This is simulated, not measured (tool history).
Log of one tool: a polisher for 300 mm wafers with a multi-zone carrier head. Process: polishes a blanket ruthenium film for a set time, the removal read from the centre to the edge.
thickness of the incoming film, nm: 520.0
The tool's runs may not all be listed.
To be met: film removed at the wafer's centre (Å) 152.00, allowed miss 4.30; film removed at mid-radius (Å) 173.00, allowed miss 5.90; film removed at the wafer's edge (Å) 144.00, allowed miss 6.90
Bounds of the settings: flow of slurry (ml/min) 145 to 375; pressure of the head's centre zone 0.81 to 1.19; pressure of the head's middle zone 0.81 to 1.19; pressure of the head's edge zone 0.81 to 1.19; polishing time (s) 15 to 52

| run | hour | flow of slurry (ml/min) | pressure of the head's centre zone | pressure of the head's middle zone | pressure of the head's edge zone | polishing time (s) | film removed at the wafer's centre (Å) | film removed at mid-radius (Å) | film removed at the wafer's edge (Å) |
|---|---|---|---|---|---|---|---|---|---|
| 1 | 0.0 | 240 | 1.00 | 1.00 | 1.00 | 33 | 216.70 | 226.18 | 230.78 |
| 2 | 0.6 | 240 | 1.00 | 1.00 | 1.00 | 27 | 179.25 | 182.67 | 188.95 |
| 3 | 4.7 | 240 | 1.00 | 1.00 | 1.00 | 34 | 226.41 | 234.92 | 236.97 |
| 4 | 12.7 | 240 | 1.00 | 1.00 | 1.05 | 34 | 228.12 | 231.80 | 245.64 |
| 5 | 14.9 | 245 | 1.00 | 1.02 | 1.00 | 31 | 206.00 | 216.27 | 215.66 |
| 6 | 20.8 | 255 | 1.00 | 1.03 | 0.96 | 29 | 190.37 | 203.66 | 200.18 |
| 7 | 27.0 | 240 | 1.01 | 1.05 | 0.93 | 28 | 187.66 | 199.50 | 186.29 |
| 8 | 34.2 | 225 | 1.00 | 1.06 | 0.90 | 27 | 176.36 | 192.10 | 176.03 |
| 9 | 40.6 | 215 | 1.00 | 1.07 | 0.88 | 26 | 170.95 | 187.48 | 169.66 |
| 10 | 44.8 | 215 | 1.00 | 1.08 | 0.87 | 25 | 163.71 | 181.58 | 161.12 |
| 11 | 50.2 | 210 | 1.00 | 1.09 | 0.86 | 25 | 163.66 | 180.32 | 159.39 |
| 12 | 55.8 | 205 | 1.00 | 1.10 | 0.85 | 25 | 162.22 | 182.77 | 160.68 |
| 13 | 60.0 | 210 | 1.00 | 1.11 | 0.84 | 24 | 156.04 | 178.53 | 154.85 |
| 14 | 60.6 | 205 | 1.01 | 1.12 | 0.83 | 24 | 155.35 | 178.51 | 145.98 |
| 15 | 61.8 | 200 | 1.01 | 1.12 | 0.83 | 24 | 154.61 | 176.16 | 150.96 |
| 16 | 70.5 | 200 | 1.02 | 1.13 | 0.83 | 24 | 158.77 | 179.05 | 146.46 |
| 17 | 77.5 | 195 | 1.02 | 1.13 | 0.83 | 24 | 156.29 | 179.20 | 151.09 |

5 next moves are on the table. One of them brings every result within its allowed miss. Which?
| A | 84.5 | 210 | 0.89 | 1.15 | 0.81 | 25 | ? | ? | ? |
| B | 84.5 | 220 | 1.00 | 1.06 | 0.98 | 23 | ? | ? | ? |
| C | 84.5 | 350 | 0.99 | 1.11 | 0.81 | 22 | ? | ? | ? |
| D | 84.5 | 150 | 0.93 | 1.13 | 0.96 | 25 | ? | ? | ? |
| E | 84.5 | 215 | 1.01 | 1.07 | 1.05 | 23 | ? | ? | ? |

| move | film removed at the wafer's centre (Å) | film removed at mid-radius (Å) | film removed at the wafer's edge (Å) |
|---|---|---|---|
| A | 148.30 | 195.09 | 152.85 |
| B | 150.19 | 168.16 | 154.21 |
| C | 149.81 | 174.98 | 139.77 |
| D | 145.92 | 183.73 | 159.84 |
| E | 150.94 | 169.04 | 159.14 |
A: further off than the last run
B: brings the result that was furthest off to its target, and leaves another outside
C: meets every target
D: further off than the last run
E: brings the result that was furthest off to its target, and leaves another outside
Answer: C

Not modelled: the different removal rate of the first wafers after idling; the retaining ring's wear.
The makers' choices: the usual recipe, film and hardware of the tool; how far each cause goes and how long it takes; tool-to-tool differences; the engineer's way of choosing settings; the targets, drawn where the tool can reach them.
